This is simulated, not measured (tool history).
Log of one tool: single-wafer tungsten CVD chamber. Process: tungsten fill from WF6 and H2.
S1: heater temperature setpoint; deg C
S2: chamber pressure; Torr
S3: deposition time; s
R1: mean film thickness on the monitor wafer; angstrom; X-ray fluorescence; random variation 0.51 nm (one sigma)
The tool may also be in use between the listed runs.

Run 1, hour 0: S1 400 deg C, S2 49.9 Torr, S3 24.8 s. Result: R1 891.43 angstrom.
Run 2, hour 8.8: S1 400 deg C, S2 49.9 Torr, S3 23.5 s. Result: R1 844.11 angstrom.
Run 3, hour 17.5: S1 401 deg C, S2 50 Torr, S3 23.5 s. Result: R1 851.58 angstrom.
Run 4, hour 22: S1 395 deg C, S2 50 Torr, S3 23.5 s. Result: R1 779.02 angstrom.
Run 5, hour 26.2: S1 395 deg C, S2 50 Torr, S3 23.5 s. Result: R1 773.38 angstrom.
Run 6, hour 28.9: S1 395 deg C, S2 50 Torr, S3 24.8 s. Result: R1 821.19 angstrom.
Run 7, hour 32.1: S1 395 deg C, S2 50 Torr, S3 24.8 s. Result: R1 821.04 angstrom.
Run 8, hour 39.4: S1 397 deg C, S2 50.1 Torr, S3 24.8 s. Result: R1 849.48 angstrom.

Forecast run 9:
Run 9, hour 45.6: S1 399 deg C, S2 50.2 Torr, S3 24.8 s. Result: R1 ?.

{"run 9": {"R1": 881.94}}
